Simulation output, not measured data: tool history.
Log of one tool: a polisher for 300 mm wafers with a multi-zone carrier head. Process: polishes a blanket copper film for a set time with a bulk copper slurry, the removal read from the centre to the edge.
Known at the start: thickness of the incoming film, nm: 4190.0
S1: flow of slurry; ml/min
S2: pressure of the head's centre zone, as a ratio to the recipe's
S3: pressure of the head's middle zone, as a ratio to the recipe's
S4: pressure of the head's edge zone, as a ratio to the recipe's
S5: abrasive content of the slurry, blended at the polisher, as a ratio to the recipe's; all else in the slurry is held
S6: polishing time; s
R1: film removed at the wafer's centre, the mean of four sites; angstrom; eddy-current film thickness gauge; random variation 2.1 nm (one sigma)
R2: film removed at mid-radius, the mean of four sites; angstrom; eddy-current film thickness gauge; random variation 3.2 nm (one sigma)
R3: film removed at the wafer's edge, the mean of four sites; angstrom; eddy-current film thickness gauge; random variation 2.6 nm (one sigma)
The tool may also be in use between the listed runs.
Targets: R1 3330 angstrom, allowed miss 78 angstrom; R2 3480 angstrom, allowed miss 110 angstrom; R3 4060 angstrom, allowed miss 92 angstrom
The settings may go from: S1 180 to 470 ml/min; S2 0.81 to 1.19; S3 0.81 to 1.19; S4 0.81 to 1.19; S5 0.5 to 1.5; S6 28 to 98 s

| run | hour | S1 | S2 | S3 | S4 | S5 | S6 | R1 | R2 | R3 |
|---|---|---|---|---|---|---|---|---|---|---|
| 1 | 0 | 300 | 1 | 1 | 1 | 1 | 63 | 3566.4 | 3535.7 | 3593.5 |
| 2 | 6.8 | 300 | 0.99 | 0.99 | 1.03 | 1 | 63 | 3540.4 | 3532.8 | 3621.8 |
| 3 | 12 | 300 | 0.99 | 0.94 | 1.03 | 1 | 63 | 3517.9 | 3416.5 | 3622.3 |
| 4 | 16.9 | 300 | 0.99 | 0.94 | 1.03 | 0.85 | 63 | 3374.4 | 3276.5 | 3505.1 |
| 5 | 18.6 | 305 | 0.97 | 0.93 | 1.06 | 0.9 | 63 | 3387.7 | 3354.3 | 3608.9 |
| 6 | 24.7 | 305 | 1.02 | 0.93 | 1.06 | 0.9 | 63 | 3561.2 | 3345.7 | 3632.5 |
| 7 | 25.4 | 300 | 1 | 0.92 | 1.08 | 0.95 | 63 | 3515.9 | 3320 | 3665.1 |
| 8 | 32.8 | 300 | 0.98 | 0.91 | 1.1 | 1 | 63 | 3543.4 | 3357.1 | 3749.2 |
| 9 | 38.1 | 300 | 0.96 | 0.9 | 1.11 | 1 | 63 | 3431.5 | 3243.4 | 3690.2 |
| 10 | 46.8 | 300 | 0.94 | 0.9 | 1.12 | 1.05 | 64 | 3419.3 | 3429.9 | 3813.9 |
| 11 | 47.4 | 300 | 0.93 | 0.89 | 1.13 | 1.1 | 64 | 3415.1 | 3411.2 | 3937.5 |
| 12 | 53.2 | 300 | 0.92 | 0.89 | 1.14 | 1.1 | 64 | 3380.5 | 3403.9 | 3909.3 |
| 13 | 54.3 | 300 | 0.91 | 0.89 | 1.15 | 1.1 | 64 | 3384.5 | 3426.7 | 3924.3 |
| 14 | 62.6 | 300 | 0.91 | 0.89 | 1.15 | 1.1 | 64 | 3363.9 | 3376.2 | 3925.8 |

Which of these 4 next moves meets every target?
| A | 70.9 | 285 | 0.99 | 0.86 | 1.19 | 1.25 | 59 | ? | ? | ? |
| B | 70.9 | 245 | 0.83 | 0.81 | 1.19 | 1.15 | 68 | ? | ? | ? |
| C | 70.9 | 310 | 0.97 | 0.81 | 1.16 | 1.2 | 62 | ? | ? | ? |
| D | 70.9 | 320 | 0.84 | 0.85 | 1.06 | 1.25 | 66 | ? | ? | ? |

| move | R1 | R2 | R3 |
|---|---|---|---|
| A | 3460.4 | 3090.6 | 3798.3 |
| B | 3222.2 | 3270 | 4239.5 |
| C | 3565.9 | 3092.5 | 3947.3 |
| D | 3337.7 | 3469.5 | 4112.6 |
A: further off than the last run
B: takes the result that was furthest off past its target
C: further off than the last run
D: meets every target
Answer: D
